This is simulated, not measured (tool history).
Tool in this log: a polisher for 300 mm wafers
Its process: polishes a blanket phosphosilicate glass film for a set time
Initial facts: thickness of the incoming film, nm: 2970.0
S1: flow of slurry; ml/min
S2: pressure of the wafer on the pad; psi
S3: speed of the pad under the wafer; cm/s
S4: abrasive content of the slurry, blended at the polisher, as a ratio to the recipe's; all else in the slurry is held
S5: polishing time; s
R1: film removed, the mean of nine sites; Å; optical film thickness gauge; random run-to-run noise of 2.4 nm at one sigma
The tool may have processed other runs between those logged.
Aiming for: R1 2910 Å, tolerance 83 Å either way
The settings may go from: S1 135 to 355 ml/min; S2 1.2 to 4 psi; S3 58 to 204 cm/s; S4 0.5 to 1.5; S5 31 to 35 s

run	day	S1	S2	S3	S4	S5	R1
1	0	225	2.6	130	1	35	2254.9
2	0.125	225	2.6	130	1	31	2024.8
3	0.25	225	2.6	130	1	31	1998.6
4	0.425	225	2.7	130	1	31	2082.6
5	0.692	225	2.8	130	1	31	2126
6	0.946	225	3.4	130	1	31	2518.6
7	1.296	235	3.7	130	1	31	2726.3
8	1.358	235	3.8	130	1	31	2818.8

Next run, 5 choices. One meets every target within its allowed miss, the rest don't. Which?
A	1.421	225	3.9	118	0.8	35	?
B	1.421	265	3.7	128	1	31	?
C	1.421	235	3.4	130	1.1	31	?
D	1.421	175	4	110	0.95	35	?
E	1.421	245	3.7	134	0.85	34	?

move	R1
A	2718.1
B	2733.6
C	2626.9
D	2712.9
E	2889.7
A: the biggest miss grows against the last run
B: the biggest miss grows against the last run
C: the biggest miss grows against the last run
D: the biggest miss grows against the last run
E: all results in spec
E is the move that brings every result within its allowed miss.
